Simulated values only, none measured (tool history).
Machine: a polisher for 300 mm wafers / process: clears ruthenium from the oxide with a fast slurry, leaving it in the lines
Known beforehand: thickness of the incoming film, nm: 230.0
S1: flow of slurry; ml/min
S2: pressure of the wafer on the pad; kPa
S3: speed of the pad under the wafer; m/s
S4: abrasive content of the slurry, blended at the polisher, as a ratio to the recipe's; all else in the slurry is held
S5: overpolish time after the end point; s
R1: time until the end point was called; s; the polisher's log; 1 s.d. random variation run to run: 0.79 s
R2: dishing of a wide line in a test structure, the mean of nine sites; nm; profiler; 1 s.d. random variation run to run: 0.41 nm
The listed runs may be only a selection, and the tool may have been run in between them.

run  hour   S1    S2    S3   S4  S5       R1      R2
  1   0.0  160  14.5  0.78  1.0  12   99.885  22.956
  2   7.8  160  14.5  0.78  1.0   8  100.050  15.146
  3  15.0  165  16.5  0.78  1.0   8   87.640  17.019
  4  18.9  165  16.5  0.78  1.2   8   77.407  19.389
  5  22.5  135  16.5  0.78  1.2   8   81.095  18.543
  6  24.8  145  17.2  0.78  1.2   8   78.311  19.196

Run 7 has not been measured yet. What should we expect?
  7  31.3  160  17.9  0.78  1.2   8   ?   ?

R1: 72.869 s
R2: 20.196 nm
